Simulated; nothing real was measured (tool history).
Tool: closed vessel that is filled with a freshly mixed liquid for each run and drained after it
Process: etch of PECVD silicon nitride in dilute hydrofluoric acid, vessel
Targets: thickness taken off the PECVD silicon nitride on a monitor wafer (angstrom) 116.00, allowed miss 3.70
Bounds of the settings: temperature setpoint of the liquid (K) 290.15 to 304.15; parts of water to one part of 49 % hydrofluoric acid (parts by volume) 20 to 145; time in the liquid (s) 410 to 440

run,hour,temperature setpoint of the liquid (K),parts of water to one part of 49 % hydrofluoric acid (parts by volume),time in the liquid (s),thickness taken off the PECVD silicon nitride on a monitor wafer (angstrom)
1,0.0,296.15,80,410,138.70
2,2.8,295.65,80,410,134.12
3,3.8,295.65,90,410,120.21
4,12.6,298.15,90,410,142.81
5,20.9,298.15,90,440,150.98
6,29.8,297.65,90,440,144.84
7,34.0,297.15,90,440,142.06
8,40.5,293.65,90,440,112.48

5 next moves are on the table. One of them brings every result within its allowed miss. Which?
A,47.0,292.15,80,425,?
B,47.0,294.15,100,440,?
C,47.0,295.15,105,425,?
D,47.0,295.65,110,440,?
E,47.0,293.65,80,410,?

move,thickness taken off the PECVD silicon nitride on a monitor wafer (angstrom)
A,110.21
B,105.21
C,103.61
D,105.95
E,117.87
A: further off than the last run
B: further off than the last run
C: further off than the last run
D: further off than the last run
E: meets every target
The right move is E.
